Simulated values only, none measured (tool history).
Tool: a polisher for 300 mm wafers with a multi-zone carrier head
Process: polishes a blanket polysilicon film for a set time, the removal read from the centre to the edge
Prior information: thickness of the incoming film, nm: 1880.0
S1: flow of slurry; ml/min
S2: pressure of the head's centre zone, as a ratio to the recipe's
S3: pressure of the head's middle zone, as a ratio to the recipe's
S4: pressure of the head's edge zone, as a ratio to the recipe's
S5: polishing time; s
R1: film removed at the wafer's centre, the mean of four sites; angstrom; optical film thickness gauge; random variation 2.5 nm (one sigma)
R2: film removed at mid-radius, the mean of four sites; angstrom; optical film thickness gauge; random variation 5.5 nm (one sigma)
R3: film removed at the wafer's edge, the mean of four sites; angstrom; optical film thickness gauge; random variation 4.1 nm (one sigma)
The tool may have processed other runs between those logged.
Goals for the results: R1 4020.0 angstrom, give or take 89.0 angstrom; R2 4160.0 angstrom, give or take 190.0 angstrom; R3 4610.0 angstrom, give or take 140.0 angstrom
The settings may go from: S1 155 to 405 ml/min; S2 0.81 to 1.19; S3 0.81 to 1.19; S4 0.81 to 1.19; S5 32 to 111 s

| run | hour | S1 | S2 | S3 | S4 | S5 | R1 | R2 | R3 |
|---|---|---|---|---|---|---|---|---|---|
| 1 | 0.0 | 260 | 1.00 | 1.00 | 1.00 | 71 | 3707.2 | 3371.5 | 3653.5 |
| 2 | 7.8 | 260 | 1.00 | 1.00 | 1.03 | 71 | 3672.4 | 3495.6 | 3649.8 |
| 3 | 13.7 | 260 | 1.00 | 1.00 | 1.03 | 61 | 3160.8 | 3049.8 | 3171.3 |
| 4 | 14.5 | 255 | 0.98 | 0.99 | 1.06 | 67 | 3388.4 | 3297.4 | 3487.8 |
| 5 | 16.6 | 260 | 0.96 | 0.98 | 1.09 | 71 | 3564.6 | 3490.9 | 3747.4 |
| 6 | 20.4 | 265 | 0.94 | 0.97 | 1.11 | 74 | 3599.2 | 3464.7 | 3987.0 |
| 7 | 26.5 | 275 | 0.94 | 0.99 | 1.13 | 76 | 3732.8 | 3656.6 | 4128.3 |
| 8 | 33.8 | 280 | 0.94 | 1.01 | 1.14 | 77 | 3841.3 | 3786.0 | 4163.4 |
| 9 | 41.1 | 280 | 0.93 | 1.02 | 1.15 | 79 | 3864.7 | 4007.8 | 4299.3 |

4 candidate next runs follow, results not yet known. Just one meets every target within its allowed miss. Identify it.
| A | 48.4 | 285 | 0.96 | 1.08 | 1.02 | 81 | ? | ? | ? |
| B | 48.4 | 300 | 0.93 | 1.19 | 1.16 | 72 | ? | ? | ? |
| C | 48.4 | 300 | 0.92 | 1.04 | 1.19 | 82 | ? | ? | ? |
| D | 48.4 | 155 | 1.02 | 1.08 | 1.18 | 83 | ? | ? | ? |

| move | R1 | R2 | R3 |
|---|---|---|---|
| A | 4112.9 | 4295.8 | 4241.1 |
| B | 3565.7 | 4173.6 | 4019.3 |
| C | 4012.9 | 4234.6 | 4645.1 |
| D | 4007.0 | 3981.5 | 4327.9 |
A: lands further from the targets than the last run did
B: lands further from the targets than the last run did
C: every result lands within tolerance
D: better than the last run, though not everything is in spec
Answer: C
